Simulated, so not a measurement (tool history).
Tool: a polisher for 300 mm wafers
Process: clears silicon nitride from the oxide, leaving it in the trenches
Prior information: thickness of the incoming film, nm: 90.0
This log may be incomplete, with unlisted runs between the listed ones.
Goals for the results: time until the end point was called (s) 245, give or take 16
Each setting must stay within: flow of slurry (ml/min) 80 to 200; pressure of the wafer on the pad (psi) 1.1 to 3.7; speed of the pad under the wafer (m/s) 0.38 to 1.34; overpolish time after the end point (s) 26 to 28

| run | day | flow of slurry (ml/min) | pressure of the wafer on the pad (psi) | speed of the pad under the wafer (m/s) | overpolish time after the end point (s) | time until the end point was called (s) |
|---|---|---|---|---|---|---|
| 1 | 0 | 130 | 2.4 | 0.86 | 26 | 162.99 |
| 2 | 0.229 | 130 | 2.4 | 0.86 | 28 | 165.87 |
| 3 | 0.304 | 130 | 2.4 | 0.86 | 28 | 163.81 |
| 4 | 0.571 | 130 | 2.1 | 0.84 | 28 | 193.28 |
| 5 | 0.883 | 155 | 2.1 | 0.84 | 28 | 184.81 |
| 6 | 1.017 | 170 | 2.1 | 0.84 | 28 | 180.83 |
| 7 | 1.308 | 170 | 1.9 | 0.84 | 28 | 202.24 |
| 8 | 1.475 | 170 | 1.8 | 0.84 | 28 | 208.57 |
| 9 | 1.583 | 170 | 1.7 | 0.84 | 28 | 224.86 |

Pick the move, out of 4, that brings all results within their allowed miss; only one does.
| A | 1.692 | 180 | 1.7 | 0.9 | 26 | ? |
| B | 1.692 | 135 | 2.5 | 0.56 | 28 | ? |
| C | 1.692 | 195 | 1.5 | 0.88 | 28 | ? |
| D | 1.692 | 200 | 1.8 | 0.86 | 26 | ? |

| move | time until the end point was called (s) |
|---|---|
| A | 213.05 |
| B | 218.61 |
| C | 241.98 |
| D | 206.33 |
A: further off than the last run
B: further off than the last run
C: every result within its allowed miss
D: further off than the last run
So the answer is move C, the one that meets all the targets.
